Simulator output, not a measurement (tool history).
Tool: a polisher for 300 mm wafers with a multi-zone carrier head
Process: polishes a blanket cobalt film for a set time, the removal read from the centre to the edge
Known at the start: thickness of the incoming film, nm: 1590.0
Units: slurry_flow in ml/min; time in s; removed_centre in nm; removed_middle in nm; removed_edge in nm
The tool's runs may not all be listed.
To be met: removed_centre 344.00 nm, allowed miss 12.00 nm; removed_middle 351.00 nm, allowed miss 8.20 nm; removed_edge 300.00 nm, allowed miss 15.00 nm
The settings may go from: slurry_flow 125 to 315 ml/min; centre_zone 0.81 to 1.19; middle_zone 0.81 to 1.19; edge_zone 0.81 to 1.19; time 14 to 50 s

run,hour,slurry_flow,centre_zone,middle_zone,edge_zone,time,removed_centre,removed_middle,removed_edge
1,0.0,205,1.00,1.00,1.00,32,258.43,261.27,261.02
2,7.2,205,0.92,1.00,1.00,32,247.00,259.89,264.96
3,15.9,205,0.84,1.00,1.00,32,227.15,258.38,262.05
4,23.2,220,0.90,1.03,1.00,33,249.76,278.05,266.87
5,26.6,225,0.94,1.05,1.01,34,267.54,289.23,276.34
6,35.6,230,0.97,1.07,1.01,35,284.74,305.93,284.97
7,36.8,235,1.00,1.09,1.02,35,291.27,309.11,297.93
8,45.1,245,1.03,1.11,1.00,35,302.90,320.59,281.28
9,49.7,250,1.05,1.12,1.01,35,305.93,323.97,293.62
10,57.6,255,1.07,1.13,1.01,35,314.90,326.46,288.91
11,60.6,260,1.08,1.14,1.01,35,317.34,329.73,289.66
12,64.7,265,1.09,1.15,1.01,35,313.97,330.49,297.03
13,66.1,265,1.11,1.16,1.00,35,326.33,338.09,294.87
14,74.9,265,1.12,1.16,1.00,35,320.32,333.40,284.64
15,82.5,270,1.13,1.16,1.00,35,325.72,331.45,284.87
16,87.6,270,1.14,1.17,1.00,35,332.60,332.69,291.78
17,91.6,275,1.14,1.17,1.00,35,330.96,336.84,295.42
18,96.4,280,1.14,1.17,1.00,35,328.30,337.22,293.64
19,96.9,280,1.15,1.17,1.00,35,334.52,335.93,298.72
20,104.5,280,1.15,1.17,0.99,35,338.88,338.67,287.13
21,108.8,285,1.15,1.17,0.99,35,334.93,341.33,292.24
22,114.0,290,1.15,1.17,0.99,35,333.02,339.15,291.27
23,117.5,290,1.16,1.18,1.00,35,335.95,340.27,292.17

Which of these 4 next moves meets every target?
A,121.0,280,1.14,1.17,0.97,35,?,?,?
B,121.0,265,1.12,1.13,1.02,36,?,?,?
C,121.0,315,1.13,1.10,1.00,35,?,?,?
D,121.0,275,1.16,1.18,0.98,36,?,?,?

move,removed_centre,removed_middle,removed_edge
A,330.29,337.21,295.55
B,332.45,334.53,310.15
C,332.12,323.63,302.95
D,343.91,348.68,304.98
A: further off than the last run
B: further off than the last run
C: further off than the last run
D: meets every target
The right move is D.
